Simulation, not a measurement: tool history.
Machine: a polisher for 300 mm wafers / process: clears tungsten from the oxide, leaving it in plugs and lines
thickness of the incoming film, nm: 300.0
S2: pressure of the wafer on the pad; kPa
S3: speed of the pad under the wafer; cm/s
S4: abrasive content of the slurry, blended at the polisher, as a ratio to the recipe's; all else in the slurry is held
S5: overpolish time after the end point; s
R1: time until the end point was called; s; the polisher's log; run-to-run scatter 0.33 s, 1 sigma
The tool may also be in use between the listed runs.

{"run": 1, "hour": 0.0, "flow of slurry (ml/min)": 190, "S2": 23.4, "S3": 126, "S4": 1.0, "S5": 16, "R1": 62.632}
{"run": 2, "hour": 5.4, "flow of slurry (ml/min)": 195, "S2": 26.2, "S3": 126, "S4": 1.0, "S5": 16, "R1": 56.037}
{"run": 3, "hour": 9.3, "flow of slurry (ml/min)": 195, "S2": 28.3, "S3": 126, "S4": 1.0, "S5": 16, "R1": 52.037}
{"run": 4, "hour": 17.3, "flow of slurry (ml/min)": 195, "S2": 30.3, "S3": 128, "S4": 1.0, "S5": 16, "R1": 47.596}
{"run": 5, "hour": 20.1, "flow of slurry (ml/min)": 200, "S2": 31.7, "S3": 130, "S4": 1.0, "S5": 16, "R1": 44.732}
{"run": 6, "hour": 26.3, "flow of slurry (ml/min)": 200, "S2": 32.4, "S3": 132, "S4": 1.0, "S5": 16, "R1": 44.233}
{"run": 7, "hour": 30.6, "flow of slurry (ml/min)": 200, "S2": 33.1, "S3": 134, "S4": 1.0, "S5": 16, "R1": 41.666}
{"run": 8, "hour": 34.1, "flow of slurry (ml/min)": 200, "S2": 33.8, "S3": 134, "S4": 1.0, "S5": 16, "R1": 40.619}
{"run": 9, "hour": 36.1, "flow of slurry (ml/min)": 200, "S2": 34.5, "S3": 134, "S4": 1.0, "S5": 16, "R1": 40.21}
{"run": 10, "hour": 37.6, "flow of slurry (ml/min)": 200, "S2": 34.5, "S3": 134, "S4": 1.0, "S5": 16, "R1": 40.424}
{"run": 11, "hour": 41.0, "flow of slurry (ml/min)": 200, "S2": 35.2, "S3": 136, "S4": 1.0, "S5": 16, "R1": 39.562}
{"run": 12, "hour": 48.6, "flow of slurry (ml/min)": 205, "S2": 35.2, "S3": 138, "S4": 1.0, "S5": 16, "R1": 38.31}

Estimate the outcome of run 13 from the log above:
{"run": 13, "hour": 52.1, "flow of slurry (ml/min)": 205, "S2": 35.9, "S3": 140, "S4": 1.0, "S5": 16, "R1": "?"}

{"run 13": {"R1": 37.516}}

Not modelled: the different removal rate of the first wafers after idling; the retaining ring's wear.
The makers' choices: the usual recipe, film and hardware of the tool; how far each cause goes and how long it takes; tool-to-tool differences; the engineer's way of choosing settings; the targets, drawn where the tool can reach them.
